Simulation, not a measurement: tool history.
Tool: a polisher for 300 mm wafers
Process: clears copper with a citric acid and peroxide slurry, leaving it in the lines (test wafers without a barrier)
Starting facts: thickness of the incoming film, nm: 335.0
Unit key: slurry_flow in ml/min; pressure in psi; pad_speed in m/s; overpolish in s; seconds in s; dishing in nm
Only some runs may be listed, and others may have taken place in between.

Run 1, day 0.000: slurry_flow 125 ml/min, pressure 3.3 psi, pad_speed 1.02 m/s, slurry_solids 1.0, overpolish 14 s. Result: seconds 114.55 s, dishing 30.949 nm.
Run 2, day 0.196: slurry_flow 150 ml/min, pressure 3.3 psi, pad_speed 1.02 m/s, slurry_solids 1.0, overpolish 14 s. Result: seconds 108.31 s, dishing 31.483 nm.
Run 3, day 0.242: slurry_flow 150 ml/min, pressure 3.4 psi, pad_speed 1.02 m/s, slurry_solids 1.0, overpolish 14 s. Result: seconds 108.74 s, dishing 32.353 nm.
Run 4, day 0.521: slurry_flow 150 ml/min, pressure 3.5 psi, pad_speed 1.02 m/s, slurry_solids 1.0, overpolish 14 s. Result: seconds 102.41 s, dishing 33.351 nm.
Run 5, day 0.629: slurry_flow 150 ml/min, pressure 3.6 psi, pad_speed 1.02 m/s, slurry_solids 1.0, overpolish 14 s. Result: seconds 102.53 s, dishing 33.979 nm.
Run 6, day 0.917: slurry_flow 150 ml/min, pressure 3.6 psi, pad_speed 1.02 m/s, slurry_solids 0.8, overpolish 14 s. Result: seconds 106.09 s, dishing 32.922 nm.

The next listed run, before its measurement:
Run 7, day 1.233: slurry_flow 150 ml/min, pressure 3.7 psi, pad_speed 1.02 m/s, slurry_solids 0.8, overpolish 14 s. Result: seconds ?, dishing ?.

seconds: 100.76 s
dishing: 33.626 nm
